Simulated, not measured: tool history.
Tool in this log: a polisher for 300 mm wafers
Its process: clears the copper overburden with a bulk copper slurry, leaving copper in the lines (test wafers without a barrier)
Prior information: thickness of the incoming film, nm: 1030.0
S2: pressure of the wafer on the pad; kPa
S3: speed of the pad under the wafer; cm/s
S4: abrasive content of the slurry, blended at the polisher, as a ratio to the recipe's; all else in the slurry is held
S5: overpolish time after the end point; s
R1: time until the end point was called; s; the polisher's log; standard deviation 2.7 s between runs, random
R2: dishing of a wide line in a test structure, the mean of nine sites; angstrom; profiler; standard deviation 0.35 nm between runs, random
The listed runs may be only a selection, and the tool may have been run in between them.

Run 1, hour 0: flow of slurry (ml/min) 200, S2 17.2 kPa, S3 120 cm/s, S4 1, S5 9 s. Result: R1 122.7 s, R2 466.6 angstrom.
Run 2, hour 5.9: flow of slurry (ml/min) 200, S2 17.2 kPa, S3 120 cm/s, S4 1, S5 6 s. Result: R1 119.13 s, R2 339.56 angstrom.
Run 3, hour 9.9: flow of slurry (ml/min) 200, S2 15.9 kPa, S3 120 cm/s, S4 1, S5 5 s. Result: R1 126.52 s, R2 288.13 angstrom.
Run 4, hour 13.4: flow of slurry (ml/min) 200, S2 15.2 kPa, S3 120 cm/s, S4 1, S5 5 s. Result: R1 130.44 s, R2 282.52 angstrom.
Run 5, hour 16.6: flow of slurry (ml/min) 200, S2 15.2 kPa, S3 150 cm/s, S4 1, S5 5 s. Result: R1 106.56 s, R2 341.27 angstrom.
Run 6, hour 21: flow of slurry (ml/min) 200, S2 15.2 kPa, S3 150 cm/s, S4 1, S5 3 s. Result: R1 104.26 s, R2 221.72 angstrom.
Run 7, hour 27.3: flow of slurry (ml/min) 200, S2 13.8 kPa, S3 148 cm/s, S4 1, S5 3 s. Result: R1 115.74 s, R2 200.5 angstrom.
Run 8, hour 31.1: flow of slurry (ml/min) 200, S2 13.1 kPa, S3 144 cm/s, S4 1, S5 3 s. Result: R1 122.96 s, R2 187.21 angstrom.
Run 9, hour 38.6: flow of slurry (ml/min) 200, S2 12.4 kPa, S3 140 cm/s, S4 1, S5 3 s. Result: R1 132.98 s, R2 179.88 angstrom.
Run 10, hour 47: flow of slurry (ml/min) 200, S2 12.4 kPa, S3 138 cm/s, S4 1, S5 3 s. Result: R1 132.35 s, R2 176.87 angstrom.
Run 11, hour 49.3: flow of slurry (ml/min) 200, S2 12.4 kPa, S3 136 cm/s, S4 1, S5 3 s. Result: R1 138.86 s, R2 174.36 angstrom.
Run 12, hour 55.7: flow of slurry (ml/min) 200, S2 12.4 kPa, S3 136 cm/s, S4 1, S5 3 s. Result: R1 135.47 s, R2 172.83 angstrom.
Run 13, hour 57.3: flow of slurry (ml/min) 200, S2 12.4 kPa, S3 136 cm/s, S4 1, S5 3 s. Result: R1 134.77 s, R2 173.35 angstrom.
Run 14, hour 58.7: flow of slurry (ml/min) 200, S2 12.4 kPa, S3 134 cm/s, S4 1, S5 3 s. Result: R1 139.91 s, R2 174.55 angstrom.

What does the tool deliver on the next run?
Run 15, hour 62.6: flow of slurry (ml/min) 200, S2 12.4 kPa, S3 134 cm/s, S4 1, S5 3 s. Result: R1 ?, R2 ?.

R1: 136.43 s
R2: 172.28 angstrom
